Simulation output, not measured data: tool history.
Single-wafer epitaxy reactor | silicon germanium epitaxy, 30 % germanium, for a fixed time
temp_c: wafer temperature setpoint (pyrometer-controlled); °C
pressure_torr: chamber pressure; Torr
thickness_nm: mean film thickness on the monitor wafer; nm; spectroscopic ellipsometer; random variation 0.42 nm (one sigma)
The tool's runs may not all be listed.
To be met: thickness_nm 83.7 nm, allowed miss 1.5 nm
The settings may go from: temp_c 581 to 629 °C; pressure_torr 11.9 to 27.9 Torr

| run | hour | temp_c | pressure_torr | thickness_nm |
|---|---|---|---|---|
| 1 | 0 | 605 | 19.9 | 67.576 |
| 2 | 5.2 | 607 | 19.9 | 70.637 |
| 3 | 9.8 | 599 | 19.9 | 61.243 |
| 4 | 13.9 | 610 | 19.9 | 75.261 |
| 5 | 22.8 | 611 | 19.9 | 75.624 |
| 6 | 30.2 | 602 | 19.9 | 64.796 |
| 7 | 32.1 | 602 | 19.9 | 64.657 |
| 8 | 37.1 | 604 | 19.9 | 67.412 |
|  | 45.5 | capacitance manometer re-zeroed and calibrated |
| 9 | 45.5 | 606 | 19.9 | 68.37 |

4 next moves are on the table. One of them brings every result within its allowed miss. Which?
| A | 53.9 | 617 | 20.5 | ? |
| B | 53.9 | 621 | 19.2 | ? |
| C | 53.9 | 619 | 21.1 | ? |
| D | 53.9 | 618 | 21.8 | ? |

| move | thickness_nm |
|---|---|
| A | 83.046 |
| B | 87.21 |
| C | 86.769 |
| D | 86.163 |
A: meets every target
B: takes the result that was furthest off past its target
C: takes the result that was furthest off past its target
D: takes the result that was furthest off past its target
Answer: A
